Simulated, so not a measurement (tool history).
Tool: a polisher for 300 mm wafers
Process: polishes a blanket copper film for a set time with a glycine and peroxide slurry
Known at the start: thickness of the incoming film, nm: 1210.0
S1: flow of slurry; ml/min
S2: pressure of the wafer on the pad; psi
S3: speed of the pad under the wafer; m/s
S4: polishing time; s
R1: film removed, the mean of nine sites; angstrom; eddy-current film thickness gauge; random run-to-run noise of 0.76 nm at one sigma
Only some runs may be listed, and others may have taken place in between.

run,hour,S1,S2,S3,S4,R1
1,0,215,1.9,0.96,26,892.58
2,5.4,215,1.8,0.96,26,835.25
3,6.8,215,1.7,0.96,26,816.52
4,14.5,215,1.7,0.96,23,737.79
5,17.3,215,1.9,0.96,23,793.4
6,26,215,2.3,0.96,23,923.44
7,32.6,215,2.1,0.96,23,837.61
8,37.8,215,2,0.96,23,818.69
9,41.1,215,1.9,0.96,23,785.56

Run 10 is up next; what results do you expect?
10,48.4,215,1.8,0.96,23,?

R1: 754.3 angstrom

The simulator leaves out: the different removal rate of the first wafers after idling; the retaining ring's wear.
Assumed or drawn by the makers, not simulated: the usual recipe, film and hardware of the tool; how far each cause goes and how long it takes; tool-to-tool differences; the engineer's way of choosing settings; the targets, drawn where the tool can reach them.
